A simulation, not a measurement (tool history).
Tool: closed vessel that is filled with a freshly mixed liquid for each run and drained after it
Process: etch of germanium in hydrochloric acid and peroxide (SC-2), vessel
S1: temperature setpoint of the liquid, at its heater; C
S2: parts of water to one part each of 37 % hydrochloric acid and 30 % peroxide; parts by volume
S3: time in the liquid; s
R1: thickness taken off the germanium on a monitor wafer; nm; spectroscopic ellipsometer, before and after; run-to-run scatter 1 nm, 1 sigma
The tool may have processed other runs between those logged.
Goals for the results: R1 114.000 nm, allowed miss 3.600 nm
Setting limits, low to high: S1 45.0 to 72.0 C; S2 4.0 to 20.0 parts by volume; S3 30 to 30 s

| run | hour | S1 | S2 | S3 | R1 |
|---|---|---|---|---|---|
| 1 | 0.0 | 61.0 | 11.0 | 30 | 94.242 |
| 2 | 2.0 | 54.0 | 11.0 | 30 | 76.317 |
| 3 | 2.5 | 54.0 | 11.0 | 30 | 76.466 |
| 4 | 6.1 | 54.0 | 14.0 | 30 | 73.586 |
| 5 | 14.0 | 54.0 | 14.0 | 30 | 73.218 |
| 6 | 16.4 | 58.5 | 13.5 | 30 | 85.174 |
| 7 | 24.8 | 61.5 | 13.5 | 30 | 91.329 |
| 8 | 29.8 | 64.0 | 13.5 | 30 | 100.010 |
| 9 | 37.7 | 65.5 | 13.5 | 30 | 104.720 |
| 10 | 44.2 | 66.5 | 13.5 | 30 | 107.150 |
| 11 | 50.3 | 67.0 | 13.5 | 30 | 108.230 |
| 12 | 56.7 | 67.5 | 13.5 | 30 | 109.520 |

Consider the 4 candidate settings below. Which is the only one whose results all fall within their allowed miss of target?
| A | 63.1 | 70.0 | 15.0 | 30 | ? |
| B | 63.1 | 66.0 | 13.5 | 30 | ? |
| C | 63.1 | 69.0 | 18.5 | 30 | ? |
| D | 63.1 | 65.5 | 12.5 | 30 | ? |

| move | R1 |
|---|---|
| A | 116.340 |
| B | 106.380 |
| C | 108.280 |
| D | 106.240 |
A: each result inside its tolerance
B: lands further from the targets than the last run did
C: lands further from the targets than the last run did
D: lands further from the targets than the last run did
Move A is the one to make.

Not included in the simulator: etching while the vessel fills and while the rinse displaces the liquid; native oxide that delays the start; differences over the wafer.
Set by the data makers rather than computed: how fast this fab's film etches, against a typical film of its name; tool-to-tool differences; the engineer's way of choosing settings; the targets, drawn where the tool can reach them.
